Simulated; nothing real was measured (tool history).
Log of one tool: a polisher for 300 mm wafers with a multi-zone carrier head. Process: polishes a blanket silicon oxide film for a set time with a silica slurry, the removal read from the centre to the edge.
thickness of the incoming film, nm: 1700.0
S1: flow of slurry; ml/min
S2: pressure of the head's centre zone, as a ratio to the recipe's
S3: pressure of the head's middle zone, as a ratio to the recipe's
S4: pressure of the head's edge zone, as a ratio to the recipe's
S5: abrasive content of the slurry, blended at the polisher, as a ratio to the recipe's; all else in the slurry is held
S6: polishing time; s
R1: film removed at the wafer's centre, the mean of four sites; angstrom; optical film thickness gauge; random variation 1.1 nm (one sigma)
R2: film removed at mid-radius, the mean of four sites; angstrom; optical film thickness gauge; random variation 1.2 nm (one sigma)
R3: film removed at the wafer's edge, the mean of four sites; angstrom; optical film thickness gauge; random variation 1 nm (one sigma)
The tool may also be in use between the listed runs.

run	hour	S1	S2	S3	S4	S5	S6	R1	R2	R3
1	0	280	1	1	1	1	42	1059.3	1070.3	1086.2
2	3.2	245	1	1	1	1	42	1051.8	1075.2	1057.3
3	9.7	250	1	1.03	1.01	1	42	1064.4	1069.5	1102.2
4	10.7	255	0.99	1.04	0.97	1.05	42	1081.3	1126.1	1076.9
5	17.1	215	0.99	1.04	0.97	1.05	42	1061.6	1098.3	1068.9
6	18.7	215	0.99	1.04	0.97	1.05	33	819.39	858.44	829.72

Forecast run 7:
7	20.5	240	0.99	1.07	0.97	1.15	33	?	?	?

{"run 7": {"R1": 859.66, "R2": 915.12, "R3": 877.8}}
